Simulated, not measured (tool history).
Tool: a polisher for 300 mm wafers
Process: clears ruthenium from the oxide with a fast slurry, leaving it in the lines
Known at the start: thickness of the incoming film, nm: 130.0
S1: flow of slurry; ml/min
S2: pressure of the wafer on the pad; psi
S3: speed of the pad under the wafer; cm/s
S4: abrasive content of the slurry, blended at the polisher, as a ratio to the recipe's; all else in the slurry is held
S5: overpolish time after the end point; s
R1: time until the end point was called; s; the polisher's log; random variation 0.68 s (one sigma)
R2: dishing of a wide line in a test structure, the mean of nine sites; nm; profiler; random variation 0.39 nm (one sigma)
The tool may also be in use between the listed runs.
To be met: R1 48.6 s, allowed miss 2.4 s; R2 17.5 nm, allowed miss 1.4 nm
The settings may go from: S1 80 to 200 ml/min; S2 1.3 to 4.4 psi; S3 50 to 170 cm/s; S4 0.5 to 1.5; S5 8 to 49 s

| run | day | S1 | S2 | S3 | S4 | S5 | R1 | R2 |
|---|---|---|---|---|---|---|---|---|
| 1 | 0 | 130 | 2.8 | 110 | 1 | 25 | 29.333 | 73.99 |
| 2 | 0.246 | 130 | 2.6 | 108 | 1 | 22 | 30.643 | 61.541 |
| 3 | 0.271 | 130 | 2.6 | 92 | 1 | 22 | 37.328 | 54.276 |
| 4 | 0.521 | 130 | 2.6 | 92 | 0.85 | 22 | 40.321 | 51.872 |
| 5 | 0.85 | 125 | 2.4 | 90 | 0.95 | 20 | 40.679 | 46.659 |
| 6 | 1.162 | 125 | 2.4 | 90 | 0.95 | 15 | 43.492 | 36.534 |
| 7 | 1.333 | 120 | 2.2 | 90 | 1.05 | 14 | 44.272 | 31.772 |
| 8 | 1.6 | 85 | 1.4 | 92 | 1.3 | 8 | 65.57 | 13.042 |
| 9 | 1.675 | 120 | 1.7 | 98 | 1.5 | 8 | 44.808 | 18.909 |

5 next moves are on the table. One of them brings every result within its allowed miss. Which?
| A | 1.75 | 130 | 1.8 | 86 | 1.5 | 8 | ? | ? |
| B | 1.75 | 125 | 2 | 94 | 1.5 | 8 | ? | ? |
| C | 1.75 | 115 | 1.9 | 90 | 1.5 | 8 | ? | ? |
| D | 1.75 | 145 | 1.9 | 98 | 1.45 | 8 | ? | ? |
| E | 1.75 | 120 | 1.8 | 84 | 1.5 | 10 | ? | ? |

| move | R1 | R2 |
|---|---|---|
| A | 49.07 | 17.761 |
| B | 40.986 | 21.038 |
| C | 45.527 | 19.062 |
| D | 40.887 | 21.086 |
| E | 50.86 | 21.182 |
A: meets every target
B: further off than the last run
C: nearer than the last run, and not there yet
D: further off than the last run
E: brings the result that was furthest off to its target, and leaves another outside
The right move is A.
